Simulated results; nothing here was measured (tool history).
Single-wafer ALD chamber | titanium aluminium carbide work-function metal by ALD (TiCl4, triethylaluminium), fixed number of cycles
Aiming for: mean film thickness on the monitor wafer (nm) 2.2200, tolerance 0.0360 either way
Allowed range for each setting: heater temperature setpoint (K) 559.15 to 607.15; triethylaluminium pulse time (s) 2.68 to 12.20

run,hour,heater temperature setpoint (K),triethylaluminium pulse time (s),mean film thickness on the monitor wafer (nm)
1,0.0,583.15,7.44,1.9640
2,3.2,586.15,7.69,1.9959
3,3.9,590.15,7.69,2.0469
4,8.8,590.15,6.18,1.9446
5,9.9,590.15,7.86,2.0524
6,12.0,592.15,7.95,2.0660
7,17.6,594.15,8.10,2.0914
# hour 18.9: thermocouple changed; heater temperature recalibrated
8,18.9,596.15,8.23,2.0939
9,25.8,597.15,8.47,2.1201
10,33.1,598.15,8.63,2.1450
11,37.0,599.15,8.71,2.1442
12,38.6,600.15,8.84,2.1706
13,44.7,601.15,8.89,2.1619

4 candidate next runs follow, results not yet known. Just one meets every target within its allowed miss. Identify it.
A,50.8,606.15,11.73,?
B,50.8,607.15,8.59,?
C,50.8,606.15,7.40,?
D,50.8,588.15,9.34,?

move,mean film thickness on the monitor wafer (nm)
A,2.2891
B,2.2207
C,2.1557
D,2.0625
A: pushes the last run's worst result past its target
B: every result lands within tolerance
C: further off than the last run
D: further off than the last run
The right move is B.
